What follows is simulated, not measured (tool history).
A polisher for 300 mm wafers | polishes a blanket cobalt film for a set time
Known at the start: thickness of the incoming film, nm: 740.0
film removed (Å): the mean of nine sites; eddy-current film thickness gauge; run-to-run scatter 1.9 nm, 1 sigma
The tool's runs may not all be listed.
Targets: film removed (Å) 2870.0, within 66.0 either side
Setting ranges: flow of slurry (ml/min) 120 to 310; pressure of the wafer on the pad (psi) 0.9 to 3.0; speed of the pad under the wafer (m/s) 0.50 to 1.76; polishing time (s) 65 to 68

run  hour  flow of slurry (ml/min)  pressure of the wafer on the pad (psi)  speed of the pad under the wafer (m/s)  polishing time (s)  film removed (Å)
  1   0.0                      200                                     1.9                                    1.12                  65            4154.9
  2   2.6                      200                                     1.9                                    1.22                  65            4475.1
  3   4.2                      200                                     1.9                                    1.22                  65            4514.7
  4   8.1                      195                                     1.7                                    1.22                  65            4148.5
  5  16.5                      245                                     1.7                                    1.22                  65            4280.2
  6  24.3                      230                                     1.5                                    1.22                  65            3903.9
  7  32.2                      220                                     1.4                                    1.22                  65            3735.1
  8  37.2                      215                                     1.3                                    1.22                  65            3519.1
  9  40.9                      205                                     1.2                                    1.22                  65            3316.8
 10  48.1                      195                                     1.2                                    1.22                  65            3275.9
 11  54.3                      185                                     1.2                                    1.22                  65            3299.0
 12  58.5                      185                                     0.9                                    1.22                  65            2784.8
 13  65.4                      190                                     0.9                                    1.22                  65            2768.7
 14  73.1                      190                                     0.9                                    1.22                  65            2756.5
 15  81.1                      195                                     0.9                                    1.22                  65            2811.2
 16  85.3                      195                                     0.9                                    1.22                  65            2796.1
 17  94.0                      200                                     0.9                                    1.22                  65            2771.8

Which one of the following 4 next-run settings gets every result inside its allowed miss? There is exactly one.
  A  102.7                      215                                     1.0                                    1.06                  65                 ?
  B  102.7                      195                                     1.0                                    1.14                  68                 ?
  C  102.7                      205                                     0.9                                    1.16                  66                 ?
  D  102.7                      165                                     1.4                                    0.88                  65                 ?

move  film removed (Å)
   A            2610.2
   B            2889.6
   C            2707.7
   D            2574.3
A: misses by more than the last run did
B: in spec on every target
C: misses by more than the last run did
D: misses by more than the last run did
Correct choice: B, which meets every target

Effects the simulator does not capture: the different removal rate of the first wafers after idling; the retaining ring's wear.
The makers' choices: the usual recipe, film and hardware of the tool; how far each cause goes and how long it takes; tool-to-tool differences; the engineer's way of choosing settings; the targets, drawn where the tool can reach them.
